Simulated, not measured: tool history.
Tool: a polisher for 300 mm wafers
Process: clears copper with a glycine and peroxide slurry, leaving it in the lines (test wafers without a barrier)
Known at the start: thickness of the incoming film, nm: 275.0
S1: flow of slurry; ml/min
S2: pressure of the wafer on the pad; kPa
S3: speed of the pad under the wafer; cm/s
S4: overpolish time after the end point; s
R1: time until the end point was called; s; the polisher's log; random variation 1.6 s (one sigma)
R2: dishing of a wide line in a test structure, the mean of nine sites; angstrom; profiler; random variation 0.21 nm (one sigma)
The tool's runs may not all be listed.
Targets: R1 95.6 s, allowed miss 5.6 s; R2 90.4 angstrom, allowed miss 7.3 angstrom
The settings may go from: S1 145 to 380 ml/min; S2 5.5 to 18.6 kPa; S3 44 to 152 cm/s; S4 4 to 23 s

| run | hour | S1 | S2 | S3 | S4 | R1 | R2 |
|---|---|---|---|---|---|---|---|
| 1 | 0 | 245 | 11.7 | 98 | 12 | 71.423 | 362.28 |
| 2 | 6.6 | 245 | 11.7 | 98 | 7 | 69.541 | 214.08 |
| 3 | 14.8 | 205 | 11.7 | 98 | 7 | 71.587 | 205.32 |
| 4 | 16.8 | 195 | 11 | 98 | 7 | 72.736 | 200.15 |
|  | 18.1 | head pressure recalibrated |
| 5 | 18.1 | 195 | 11 | 80 | 7 | 90.875 | 163.16 |
| 6 | 24.2 | 190 | 10.3 | 82 | 7 | 89.8 | 161.75 |
| 7 | 28.8 | 185 | 9.7 | 84 | 7 | 94.507 | 156.87 |
| 8 | 33.7 | 180 | 9.7 | 82 | 7 | 98.045 | 149.84 |
| 9 | 34.3 | 145 | 8.3 | 86 | 4 | 106.78 | 84.783 |
| 10 | 36 | 145 | 8.3 | 86 | 4 | 106.43 | 83.426 |
| 11 | 39.1 | 145 | 8.3 | 88 | 4 | 102.92 | 85.2 |

Which of these 5 next moves meets every target?
| A | 42.2 | 145 | 9.7 | 88 | 4 | ? | ? |
| B | 42.2 | 145 | 7.6 | 86 | 4 | ? | ? |
| C | 42.2 | 145 | 9 | 80 | 4 | ? | ? |
| D | 42.2 | 145 | 7.6 | 84 | 4 | ? | ? |
| E | 42.2 | 145 | 8.3 | 82 | 4 | ? | ? |

| move | R1 | R2 |
|---|---|---|
| A | 95.741 | 90.073 |
| B | 112.3 | 77.004 |
| C | 106.68 | 81.066 |
| D | 113.95 | 75.928 |
| E | 110.07 | 78.588 |
A: meets every target
B: further off than the last run
C: further off than the last run
D: further off than the last run
E: further off than the last run
The right move is A.
